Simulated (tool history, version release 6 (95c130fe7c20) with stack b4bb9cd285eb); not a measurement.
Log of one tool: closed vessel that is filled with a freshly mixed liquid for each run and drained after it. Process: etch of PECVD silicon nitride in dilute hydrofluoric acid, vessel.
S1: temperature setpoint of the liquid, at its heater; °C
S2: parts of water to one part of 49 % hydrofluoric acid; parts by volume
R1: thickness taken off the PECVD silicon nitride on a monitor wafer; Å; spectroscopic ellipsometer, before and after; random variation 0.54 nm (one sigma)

run 1 hour=0 | S1=25 S2=145 time_in_the_liquid_(s)=1655 | R1=699.18
run 2 hour=1.4 | S1=25 S2=145 time_in_the_liquid_(s)=1655 | R1=689.62
run 3 hour=2.8 | S1=24 S2=145 time_in_the_liquid_(s)=1655 | R1=663.19
run 4 hour=12 | S1=23.5 S2=145 time_in_the_liquid_(s)=1655 | R1=626.87
run 5 hour=17.6 | S1=23.5 S2=145 time_in_the_liquid_(s)=1775 | R1=685.62
run 6 hour=22.8 | S1=23.5 S2=145 time_in_the_liquid_(s)=1775 | R1=683.56
run 7 hour=31.4 | S1=23 S2=145 time_in_the_liquid_(s)=1775 | R1=670.43
run 8 hour=39.7 | S1=22.5 S2=145 time_in_the_liquid_(s)=1775 | R1=635.29

Run 9 comes next. What will it give?
run 9 hour=47.7 | S1=22 S2=145 time_in_the_liquid_(s)=1775 | R1=?

{"run 9": {"R1": 615.65}}
